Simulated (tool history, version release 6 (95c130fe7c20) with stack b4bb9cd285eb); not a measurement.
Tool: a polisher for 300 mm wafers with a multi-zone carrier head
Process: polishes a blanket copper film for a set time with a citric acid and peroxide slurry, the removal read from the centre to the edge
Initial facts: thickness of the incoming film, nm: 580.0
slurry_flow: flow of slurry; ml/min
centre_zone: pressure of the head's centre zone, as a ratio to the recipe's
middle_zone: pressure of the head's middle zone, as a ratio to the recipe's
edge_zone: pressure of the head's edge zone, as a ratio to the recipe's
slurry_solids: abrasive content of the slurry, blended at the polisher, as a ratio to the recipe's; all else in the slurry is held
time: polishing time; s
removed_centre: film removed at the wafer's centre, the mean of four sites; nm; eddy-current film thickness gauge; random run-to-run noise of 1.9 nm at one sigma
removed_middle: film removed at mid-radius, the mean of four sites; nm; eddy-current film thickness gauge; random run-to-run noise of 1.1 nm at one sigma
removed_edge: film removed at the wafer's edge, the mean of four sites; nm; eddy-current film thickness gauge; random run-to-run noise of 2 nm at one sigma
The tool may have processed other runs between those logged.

| run | hour | slurry_flow | centre_zone | middle_zone | edge_zone | slurry_solids | time | removed_centre | removed_middle | removed_edge |
|---|---|---|---|---|---|---|---|---|---|---|
| 1 | 0.0 | 210 | 1.00 | 1.00 | 1.00 | 1.00 | 50 | 127.89 | 116.76 | 115.30 |
| 2 | 1.5 | 210 | 1.00 | 1.00 | 1.02 | 1.05 | 51 | 132.59 | 121.09 | 120.09 |
| 3 | 4.1 | 210 | 1.00 | 0.99 | 1.04 | 1.10 | 52 | 136.78 | 122.74 | 124.14 |
| 4 | 6.6 | 210 | 1.00 | 0.99 | 1.04 | 1.10 | 64 | 165.62 | 150.49 | 152.16 |
| 5 | 10.1 | 185 | 1.00 | 0.99 | 1.04 | 1.10 | 64 | 161.59 | 147.65 | 149.35 |
|  | 14.5 | centre zone pressure recalibrated |
| 6 | 14.5 | 185 | 1.00 | 0.99 | 1.04 | 1.25 | 64 | 153.91 | 151.15 | 156.08 |
| 7 | 23.5 | 190 | 1.00 | 0.99 | 1.05 | 1.25 | 64 | 156.99 | 153.10 | 156.23 |
| 8 | 32.5 | 195 | 1.00 | 0.98 | 1.06 | 1.25 | 64 | 152.05 | 149.91 | 158.14 |

Predict the results of run 9:
| 9 | 40.9 | 205 | 1.01 | 0.98 | 1.06 | 1.25 | 64 | ? | ? | ? |

removed_centre: 157.16 nm
removed_middle: 152.44 nm
removed_edge: 158.10 nm
